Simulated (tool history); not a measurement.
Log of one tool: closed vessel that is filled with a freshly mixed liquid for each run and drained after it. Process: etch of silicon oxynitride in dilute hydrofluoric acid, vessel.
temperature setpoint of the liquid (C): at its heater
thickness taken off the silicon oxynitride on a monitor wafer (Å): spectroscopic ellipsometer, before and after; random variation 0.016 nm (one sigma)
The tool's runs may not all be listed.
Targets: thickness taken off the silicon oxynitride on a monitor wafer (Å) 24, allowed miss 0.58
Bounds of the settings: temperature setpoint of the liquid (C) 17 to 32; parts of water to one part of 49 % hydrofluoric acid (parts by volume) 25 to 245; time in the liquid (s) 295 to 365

run	hour	temperature setpoint of the liquid (C)	parts of water to one part of 49 % hydrofluoric acid (parts by volume)	time in the liquid (s)	thickness taken off the silicon oxynitride on a monitor wafer (Å)
1	0	24	135	365	37.872
2	1.7	22.5	140	365	33.618
3	8.7	22.5	140	365	34.364
4	16.7	21	145	365	30.106
5	21.7	21	145	365	30.59
6	24.4	20	145	365	29.394
7	32.6	19.5	150	365	27.221
8	36.4	19	150	365	26.432
9	42.2	18.5	150	365	25.904
10	46.7	18	150	365	25.499
11	51.3	17.5	150	365	25.063

4 next moves are on the table. One of them brings every result within its allowed miss. Which?
A	55.9	17.5	130	340	?
B	55.9	20.5	145	315	?
C	55.9	19	135	310	?
D	55.9	21	150	300	?

move	thickness taken off the silicon oxynitride on a monitor wafer (Å)
A	26.91
B	25.586
C	25.34
D	24.034
A: further off than the last run
B: further off than the last run
C: further off than the last run
D: meets every target
The right move is D.
